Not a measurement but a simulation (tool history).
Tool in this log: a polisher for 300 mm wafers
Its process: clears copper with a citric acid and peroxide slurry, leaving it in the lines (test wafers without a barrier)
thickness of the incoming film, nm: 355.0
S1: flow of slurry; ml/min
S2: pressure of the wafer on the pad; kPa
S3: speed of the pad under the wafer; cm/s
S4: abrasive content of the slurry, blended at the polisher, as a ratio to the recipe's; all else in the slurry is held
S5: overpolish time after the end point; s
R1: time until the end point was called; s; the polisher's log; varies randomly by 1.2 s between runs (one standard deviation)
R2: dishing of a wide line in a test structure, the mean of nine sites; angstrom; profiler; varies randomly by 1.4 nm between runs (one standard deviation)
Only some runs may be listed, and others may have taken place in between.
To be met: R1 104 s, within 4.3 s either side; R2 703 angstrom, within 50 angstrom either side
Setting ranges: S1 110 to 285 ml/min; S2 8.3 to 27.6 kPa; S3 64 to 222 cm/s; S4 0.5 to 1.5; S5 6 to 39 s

run	hour	S1	S2	S3	S4	S5	R1	R2
1	0	180	17.9	142	1	20	122.53	437.1
2	6.8	180	17.9	142	1.1	20	116.86	438.51
3	9.6	180	14.5	142	1.1	20	144.25	348.48
4	11.7	180	15.9	142	1.1	21	134.01	411.37
5	18.7	180	13.8	142	1.1	21	151.54	367.3
6	21.5	140	13.8	142	1.1	21	157.74	368.78
7	26.9	140	13.8	142	1.1	21	154.44	360.89
8	27.8	140	15.2	142	1.1	22	141.72	394.19

Which one of the following 4 next-run settings gets every result inside its allowed miss? There is exactly one.
A	28.7	180	15.9	184	1.15	32	?	?
B	28.7	135	19.3	178	1.1	37	?	?
C	28.7	115	20	142	1	34	?	?
D	28.7	110	21.4	142	1.25	26	?	?

move	R1	R2
A	104.39	677.54
B	93.633	823.1
C	117.77	663.68
D	107.4	583.17
A: hits every target within its allowed miss
B: carries the result that was furthest off beyond its target, to the other side
C: gains on the last run, yet a result remains outside its allowed miss
D: corrects the largest miss of the last run, while another result sits out of spec
A meets every target.
